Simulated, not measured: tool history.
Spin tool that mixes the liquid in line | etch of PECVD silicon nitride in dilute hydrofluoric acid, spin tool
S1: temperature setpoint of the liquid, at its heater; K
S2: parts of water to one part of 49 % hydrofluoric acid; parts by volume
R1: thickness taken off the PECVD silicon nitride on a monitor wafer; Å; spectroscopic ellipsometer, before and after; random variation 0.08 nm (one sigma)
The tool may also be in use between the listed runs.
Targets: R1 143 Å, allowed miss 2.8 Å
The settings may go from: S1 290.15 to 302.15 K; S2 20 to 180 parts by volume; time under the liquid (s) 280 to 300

Run 1, hour 0: S1 294.15 K, S2 100 parts by volume, time under the liquid (s) 280. Result: R1 69.988 Å.
Run 2, hour 5.9: S1 296.65 K, S2 95 parts by volume, time under the liquid (s) 280. Result: R1 86.662 Å.
Run 3, hour 14.1: S1 296.65 K, S2 130 parts by volume, time under the liquid (s) 280. Result: R1 63.678 Å.
Run 4, hour 19.5: S1 298.15 K, S2 115 parts by volume, time under the liquid (s) 280. Result: R1 79.494 Å.
Run 5, hour 24.3: S1 298.15 K, S2 150 parts by volume, time under the liquid (s) 280. Result: R1 60.659 Å.
Run 6, hour 32.9: S1 298.15 K, S2 150 parts by volume, time under the liquid (s) 300. Result: R1 65.36 Å.
Run 7, hour 40.9: S1 299.15 K, S2 130 parts by volume, time under the liquid (s) 300. Result: R1 80.426 Å.
Run 8, hour 47.1: S1 300.15 K, S2 115 parts by volume, time under the liquid (s) 300. Result: R1 97.256 Å.
Run 9, hour 47.8: S1 300.65 K, S2 105 parts by volume, time under the liquid (s) 300. Result: R1 108.98 Å.
Run 10, hour 51.3: S1 301.15 K, S2 100 parts by volume, time under the liquid (s) 300. Result: R1 117.71 Å.
Run 11, hour 56.9: S1 301.65 K, S2 95 parts by volume, time under the liquid (s) 300. Result: R1 128.96 Å.
Run 12, hour 65.1: S1 301.65 K, S2 95 parts by volume, time under the liquid (s) 300. Result: R1 128.84 Å.
Run 13, hour 68.3: S1 301.65 K, S2 90 parts by volume, time under the liquid (s) 300. Result: R1 133.99 Å.
Run 14, hour 73.5: S1 302.15 K, S2 85 parts by volume, time under the liquid (s) 300. Result: R1 148.27 Å.

Which of these 5 next moves meets every target?
Run A, hour 78.7: S1 302.15 K, S2 80 parts by volume, time under the liquid (s) 300. Result: R1 ?.
Run B, hour 78.7: S1 302.15 K, S2 85 parts by volume, time under the liquid (s) 290. Result: R1 ?.
Run C, hour 78.7: S1 302.15 K, S2 75 parts by volume, time under the liquid (s) 280. Result: R1 ?.
Run D, hour 78.7: S1 299.65 K, S2 65 parts by volume, time under the liquid (s) 290. Result: R1 ?.
Run E, hour 78.7: S1 300.65 K, S2 75 parts by volume, time under the liquid (s) 300. Result: R1 ?.

move      R1
   A  156.83
   B  142.69
   C   156.1
   D  158.44
   E  151.84
A: further off than the last run
B: meets every target
C: further off than the last run
D: further off than the last run
E: further off than the last run
The right move is B.

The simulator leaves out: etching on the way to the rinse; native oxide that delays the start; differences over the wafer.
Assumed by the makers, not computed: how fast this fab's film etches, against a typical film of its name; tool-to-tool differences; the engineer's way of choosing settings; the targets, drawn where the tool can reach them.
